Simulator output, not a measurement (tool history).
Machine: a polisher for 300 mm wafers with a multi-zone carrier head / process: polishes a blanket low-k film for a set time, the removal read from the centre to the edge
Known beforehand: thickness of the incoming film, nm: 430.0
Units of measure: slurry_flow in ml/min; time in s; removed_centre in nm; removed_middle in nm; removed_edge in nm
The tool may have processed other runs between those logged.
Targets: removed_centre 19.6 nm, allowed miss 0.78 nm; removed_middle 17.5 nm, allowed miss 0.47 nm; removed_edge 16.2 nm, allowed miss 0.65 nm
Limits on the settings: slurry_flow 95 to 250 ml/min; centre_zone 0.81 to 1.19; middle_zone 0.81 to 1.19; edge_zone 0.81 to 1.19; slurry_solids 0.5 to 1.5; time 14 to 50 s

{"run": 1, "hour": 0.0, "slurry_flow": 160, "centre_zone": 1, "middle_zone": 1, "edge_zone": 1, "slurry_solids": 1, "time": 32, "removed_centre": 13.747, "removed_middle": 13.892, "removed_edge": 14.434}
{"run": 2, "hour": 4.2, "slurry_flow": 160, "centre_zone": 0.96, "middle_zone": 1, "edge_zone": 1, "slurry_solids": 1, "time": 32, "removed_centre": 13.042, "removed_middle": 14.013, "removed_edge": 14.474}
{"run": 3, "hour": 11.8, "slurry_flow": 135, "centre_zone": 0.96, "middle_zone": 1, "edge_zone": 1, "slurry_solids": 1, "time": 32, "removed_centre": 12.594, "removed_middle": 13.616, "removed_edge": 13.828}
{"run": 4, "hour": 19.0, "slurry_flow": 135, "centre_zone": 0.91, "middle_zone": 1, "edge_zone": 1, "slurry_solids": 1, "time": 32, "removed_centre": 11.767, "removed_middle": 13.577, "removed_edge": 13.703}
{"run": 5, "hour": 27.4, "slurry_flow": 135, "centre_zone": 0.91, "middle_zone": 1, "edge_zone": 1, "slurry_solids": 1, "time": 24, "removed_centre": 9.0323, "removed_middle": 10.164, "removed_edge": 10.447}
{"run": 6, "hour": 35.8, "slurry_flow": 150, "centre_zone": 0.91, "middle_zone": 1, "edge_zone": 1, "slurry_solids": 1, "time": 24, "removed_centre": 9.1219, "removed_middle": 10.223, "removed_edge": 10.58}
{"run": 7, "hour": 38.8, "slurry_flow": 160, "centre_zone": 0.95, "middle_zone": 1.02, "edge_zone": 0.99, "slurry_solids": 1.1, "time": 24, "removed_centre": 10.126, "removed_middle": 11.024, "removed_edge": 11.301}
{"run": 8, "hour": 40.0, "slurry_flow": 170, "centre_zone": 0.99, "middle_zone": 1.04, "edge_zone": 0.97, "slurry_solids": 1.15, "time": 25, "removed_centre": 11.245, "removed_middle": 12.05, "removed_edge": 11.683}
{"hour": 43.9, "done": "edge zone pressure recalibrated"}
{"run": 9, "hour": 43.9, "slurry_flow": 215, "centre_zone": 1.09, "middle_zone": 1.05, "edge_zone": 1.07, "slurry_solids": 1.4, "time": 30, "removed_centre": 16.913, "removed_middle": 16.409, "removed_edge": 15.812}
{"run": 10, "hour": 50.1, "slurry_flow": 215, "centre_zone": 1.09, "middle_zone": 1.05, "edge_zone": 1.07, "slurry_solids": 1.4, "time": 30, "removed_centre": 16.725, "removed_middle": 16.416, "removed_edge": 15.738}
{"run": 11, "hour": 57.6, "slurry_flow": 220, "centre_zone": 1.11, "middle_zone": 1.05, "edge_zone": 1.07, "slurry_solids": 1.4, "time": 30, "removed_centre": 17.301, "removed_middle": 16.177, "removed_edge": 15.625}

Exercise: of the 4 proposed moves below, exactly one satisfies all targets within the stated allowed misses. Which move is it?
{"run": "A", "hour": 65.1, "slurry_flow": 250, "centre_zone": 1.19, "middle_zone": 1.07, "edge_zone": 1.03, "slurry_solids": 1.3, "time": 32, "removed_centre": "?", "removed_middle": "?", "removed_edge": "?"}
{"run": "B", "hour": 65.1, "slurry_flow": 200, "centre_zone": 1.19, "middle_zone": 0.99, "edge_zone": 1.09, "slurry_solids": 1.35, "time": 29, "removed_centre": "?", "removed_middle": "?", "removed_edge": "?"}
{"run": "C", "hour": 65.1, "slurry_flow": 205, "centre_zone": 1.11, "middle_zone": 0.89, "edge_zone": 1.06, "slurry_solids": 1.45, "time": 33, "removed_centre": "?", "removed_middle": "?", "removed_edge": "?"}
{"run": "D", "hour": 65.1, "slurry_flow": 250, "centre_zone": 1.02, "middle_zone": 1.12, "edge_zone": 1.01, "slurry_solids": 1.5, "time": 30, "removed_centre": "?", "removed_middle": "?", "removed_edge": "?"}

move=A removed_centre=19.57 removed_middle=17.394 removed_edge=16.277
move=B removed_centre=17.456 removed_middle=14.579 removed_edge=15.064
move=C removed_centre=19.082 removed_middle=15.65 removed_edge=17.456
move=D removed_centre=16.589 removed_middle=17.916 removed_edge=15.961
A: each result inside its tolerance
B: further off than the last run
C: the furthest-off result lands on target, but another misses its tolerance
D: further off than the last run
A is the move that brings every result within its allowed miss.

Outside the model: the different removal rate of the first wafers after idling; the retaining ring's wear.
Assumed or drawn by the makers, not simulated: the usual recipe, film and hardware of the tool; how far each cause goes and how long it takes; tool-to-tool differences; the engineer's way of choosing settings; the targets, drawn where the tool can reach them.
